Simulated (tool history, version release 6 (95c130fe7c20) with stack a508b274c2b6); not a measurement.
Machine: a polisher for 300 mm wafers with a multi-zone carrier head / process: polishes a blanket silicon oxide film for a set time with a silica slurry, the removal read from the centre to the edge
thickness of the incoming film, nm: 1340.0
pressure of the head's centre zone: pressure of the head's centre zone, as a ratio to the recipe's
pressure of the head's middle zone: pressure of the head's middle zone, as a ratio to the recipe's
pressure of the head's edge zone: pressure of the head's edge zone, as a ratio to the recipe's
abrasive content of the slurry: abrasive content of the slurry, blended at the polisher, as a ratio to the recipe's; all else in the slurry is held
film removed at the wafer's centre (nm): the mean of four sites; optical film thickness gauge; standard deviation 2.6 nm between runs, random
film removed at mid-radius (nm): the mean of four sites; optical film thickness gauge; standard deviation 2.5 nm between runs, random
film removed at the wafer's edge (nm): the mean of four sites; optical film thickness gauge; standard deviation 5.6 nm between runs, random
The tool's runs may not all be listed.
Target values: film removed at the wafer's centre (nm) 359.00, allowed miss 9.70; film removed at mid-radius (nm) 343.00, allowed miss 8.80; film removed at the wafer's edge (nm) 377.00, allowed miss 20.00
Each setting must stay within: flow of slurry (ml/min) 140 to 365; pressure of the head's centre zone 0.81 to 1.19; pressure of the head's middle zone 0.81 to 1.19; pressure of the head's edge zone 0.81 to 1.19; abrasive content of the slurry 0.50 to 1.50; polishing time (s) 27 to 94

run,hour,flow of slurry (ml/min),pressure of the head's centre zone,pressure of the head's middle zone,pressure of the head's edge zone,abrasive content of the slurry,polishing time (s),film removed at the wafer's centre (nm),film removed at mid-radius (nm),film removed at the wafer's edge (nm)
1,0.0,235,1.00,1.00,1.00,1.00,60,231.75,236.36,231.17
2,6.2,235,1.03,1.00,1.00,1.00,60,238.57,238.14,239.41
3,10.9,240,1.06,1.02,1.04,1.10,60,262.10,254.94,249.60
4,16.2,220,1.05,1.00,1.07,1.20,63,279.28,271.27,276.94
5,19.5,220,1.05,1.05,1.07,1.20,63,278.27,285.53,267.50
6,21.1,220,1.05,1.05,1.01,1.20,63,279.86,282.96,269.15
7,24.6,210,1.05,1.03,1.02,1.25,65,290.79,292.83,278.09
8,25.3,210,1.05,1.03,1.02,1.25,65,288.91,291.93,287.79
9,26.0,205,1.05,1.02,1.02,1.30,66,299.64,296.89,296.94
10,27.8,210,1.05,1.01,1.03,1.35,67,305.54,308.13,306.39
11,31.3,210,1.05,1.00,1.05,1.40,68,317.66,316.49,314.54
12,37.7,195,1.05,0.99,1.06,1.40,70,325.12,316.92,331.93
13,39.7,190,1.05,0.99,1.07,1.40,71,333.09,318.04,332.52
14,40.5,195,1.05,0.98,1.08,1.40,72,330.95,326.64,349.29
15,44.1,200,1.06,0.98,1.09,1.40,72,340.74,327.34,347.75
16,51.4,205,1.06,0.98,1.10,1.40,72,342.77,325.74,344.47

Below are 5 possible settings for the next run. Only one of them brings all results inside the allowed miss of their targets. Which is it?
A,58.7,320,1.14,1.17,1.09,1.45,63,?,?,?
B,58.7,255,1.16,1.01,0.97,1.15,71,?,?,?
C,58.7,240,0.89,0.81,1.10,1.45,78,?,?,?
D,58.7,190,1.02,0.93,1.08,1.35,81,?,?,?
E,58.7,210,1.05,0.98,1.05,1.45,67,?,?,?

move,film removed at the wafer's centre (nm),film removed at mid-radius (nm),film removed at the wafer's edge (nm)
A,339.22,351.07,314.55
B,337.33,308.65,298.36
C,341.86,318.60,383.11
D,362.53,342.64,372.31
E,321.42,309.14,317.66
A: the worst result of the last run now meets its target, but another is out of spec
B: its largest miss is bigger than the last run's
C: its largest miss is bigger than the last run's
D: all results land within tolerance of their targets
E: its largest miss is bigger than the last run's
So the answer is move D, the one that meets all the targets.

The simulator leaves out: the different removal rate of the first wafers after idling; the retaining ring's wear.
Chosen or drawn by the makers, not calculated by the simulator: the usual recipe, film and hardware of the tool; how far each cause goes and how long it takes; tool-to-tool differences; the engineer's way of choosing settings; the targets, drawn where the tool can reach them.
